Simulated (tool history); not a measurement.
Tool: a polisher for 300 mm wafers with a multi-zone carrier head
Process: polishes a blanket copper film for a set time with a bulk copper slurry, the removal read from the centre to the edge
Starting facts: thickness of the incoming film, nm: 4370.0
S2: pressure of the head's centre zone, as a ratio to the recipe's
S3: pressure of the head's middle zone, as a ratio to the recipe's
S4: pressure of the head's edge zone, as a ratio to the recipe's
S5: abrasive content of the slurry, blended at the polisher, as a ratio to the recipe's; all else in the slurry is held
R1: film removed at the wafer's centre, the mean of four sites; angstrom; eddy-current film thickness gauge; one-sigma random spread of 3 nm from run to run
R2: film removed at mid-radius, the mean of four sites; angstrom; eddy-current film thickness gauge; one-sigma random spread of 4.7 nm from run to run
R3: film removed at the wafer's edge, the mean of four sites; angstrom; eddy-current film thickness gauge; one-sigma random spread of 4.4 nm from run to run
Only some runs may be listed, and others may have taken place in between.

run 1 day=0 | flow_of_slurry_(ml/min)=260 S2=1 S3=1 S4=1 S5=1 polishing_time_(s)=65 | R1=6990 R2=7083.8 R3=6878.8
run 2 day=0.288 | flow_of_slurry_(ml/min)=315 S2=1 S3=1 S4=1 S5=1 polishing_time_(s)=65 | R1=7175.2 R2=7277 R3=7085.5
run 3 day=0.492 | flow_of_slurry_(ml/min)=300 S2=0.95 S3=0.96 S4=1.01 S5=0.9 polishing_time_(s)=59 | R1=5880.8 R2=6109.8 R3=6281.9
run 4 day=0.679 | flow_of_slurry_(ml/min)=300 S2=0.95 S3=0.96 S4=1.05 S5=0.9 polishing_time_(s)=59 | R1=5986.9 R2=6169.8 R3=6441.3
run 5 day=0.733 | flow_of_slurry_(ml/min)=300 S2=0.95 S3=0.96 S4=1.05 S5=0.9 polishing_time_(s)=69 | R1=6872 R2=7217.8 R3=7491.9
run 6 day=1.096 | flow_of_slurry_(ml/min)=300 S2=0.88 S3=0.96 S4=1.05 S5=0.9 polishing_time_(s)=69 | R1=6385.5 R2=7166.8 R3=7503.2
run 7 day=1.229 | flow_of_slurry_(ml/min)=285 S2=0.86 S3=0.93 S4=1.02 S5=0.8 polishing_time_(s)=63 | R1=5583.6 R2=6234.8 R3=6617.6
run 8 day=1.433 | flow_of_slurry_(ml/min)=280 S2=0.85 S3=0.91 S4=1.01 S5=0.75 polishing_time_(s)=58 | R1=4944.7 R2=5694.1 R3=5869
run 9 day=1.479 | flow_of_slurry_(ml/min)=280 S2=0.85 S3=0.89 S4=1.03 S5=0.7 polishing_time_(s)=54 | R1=4577.8 R2=4965.5 R3=5372.3
run 10 day=1.638 | flow_of_slurry_(ml/min)=265 S2=0.84 S3=0.89 S4=1.05 S5=0.65 polishing_time_(s)=52 | R1=4274.6 R2=4654.9 R3=5163.5
run 11 day=1.929 | flow_of_slurry_(ml/min)=255 S2=0.83 S3=0.88 S4=1.05 S5=0.6 polishing_time_(s)=51 | R1=4101.3 R2=4564.4 R3=5015.2
run 12 day=2.275 | flow_of_slurry_(ml/min)=250 S2=0.83 S3=0.87 S4=1.05 S5=0.6 polishing_time_(s)=50 | R1=3961.3 R2=4424.3 R3=4889.8

Run 13, settings as shown, results not yet in. Your forecast:
run 13 day=2.3 | flow_of_slurry_(ml/min)=245 S2=0.83 S3=0.86 S4=1.05 S5=0.6 polishing_time_(s)=49 | R1=? R2=? R3=?

{"run 13": {"R1": 3881.1, "R2": 4221.3, "R3": 4830.5}}

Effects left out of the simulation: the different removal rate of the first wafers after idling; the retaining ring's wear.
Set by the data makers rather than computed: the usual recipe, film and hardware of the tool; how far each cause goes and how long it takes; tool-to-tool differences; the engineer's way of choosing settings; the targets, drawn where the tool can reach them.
